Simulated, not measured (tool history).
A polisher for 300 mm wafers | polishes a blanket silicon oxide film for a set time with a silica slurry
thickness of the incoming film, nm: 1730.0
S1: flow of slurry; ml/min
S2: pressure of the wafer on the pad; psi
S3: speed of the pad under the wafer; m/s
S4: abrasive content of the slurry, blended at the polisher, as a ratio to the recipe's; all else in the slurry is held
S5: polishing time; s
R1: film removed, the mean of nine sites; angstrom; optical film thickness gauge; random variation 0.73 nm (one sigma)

Run 1, hour 0: S1 165 ml/min, S2 3.2 psi, S3 1.38 m/s, S4 1, S5 27 s. Result: R1 935.35 angstrom.
Run 2, hour 6.7: S1 165 ml/min, S2 2.5 psi, S3 1.38 m/s, S4 1, S5 27 s. Result: R1 738.74 angstrom.
Run 3, hour 8.5: S1 165 ml/min, S2 2.5 psi, S3 1.38 m/s, S4 1, S5 27 s. Result: R1 750.9 angstrom.
Run 4, hour 13.9: S1 165 ml/min, S2 3 psi, S3 1.38 m/s, S4 1, S5 27 s. Result: R1 878.58 angstrom.
Run 5, hour 17: S1 165 ml/min, S2 3 psi, S3 1.66 m/s, S4 1, S5 27 s. Result: R1 1029.6 angstrom.
Run 6, hour 18.5: S1 165 ml/min, S2 2.7 psi, S3 1.62 m/s, S4 1, S5 27 s. Result: R1 896.52 angstrom.
Run 7, hour 26.1: S1 165 ml/min, S2 2.5 psi, S3 1.6 m/s, S4 1, S5 27 s. Result: R1 802.78 angstrom.
Run 8, hour 27.8: S1 165 ml/min, S2 2.3 psi, S3 1.6 m/s, S4 1, S5 27 s. Result: R1 776.39 angstrom.

The next listed run, before its measurement:
Run 9, hour 36.1: S1 165 ml/min, S2 2.1 psi, S3 1.58 m/s, S4 1, S5 27 s. Result: R1 ?.

Run 9 gave R1 685.34 angstrom.
